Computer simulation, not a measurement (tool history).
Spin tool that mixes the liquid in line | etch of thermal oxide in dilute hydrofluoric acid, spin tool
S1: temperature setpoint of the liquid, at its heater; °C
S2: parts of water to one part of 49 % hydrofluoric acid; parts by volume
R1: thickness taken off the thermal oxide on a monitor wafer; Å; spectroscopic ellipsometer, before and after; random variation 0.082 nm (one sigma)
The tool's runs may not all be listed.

run 1 day=0 | S1=22 S2=165 time_under_the_liquid_(s)=295 | R1=77.186
run 2 day=0.304 | S1=22 S2=165 time_under_the_liquid_(s)=315 | R1=82.905
run 3 day=0.483 | S1=24 S2=160 time_under_the_liquid_(s)=315 | R1=93.214
run 4 day=0.842 | S1=25.5 S2=155 time_under_the_liquid_(s)=315 | R1=103.15
run 5 day=1.192 | S1=26.5 S2=150 time_under_the_liquid_(s)=315 | R1=110.29
run 6 day=1.296 | S1=26.5 S2=95 time_under_the_liquid_(s)=315 | R1=185.23
run 7 day=1.567 | S1=24 S2=95 time_under_the_liquid_(s)=315 | R1=168.56

The next listed run, before its measurement:
run 8 day=1.817 | S1=22 S2=95 time_under_the_liquid_(s)=315 | R1=?

R1: 157.95 Å

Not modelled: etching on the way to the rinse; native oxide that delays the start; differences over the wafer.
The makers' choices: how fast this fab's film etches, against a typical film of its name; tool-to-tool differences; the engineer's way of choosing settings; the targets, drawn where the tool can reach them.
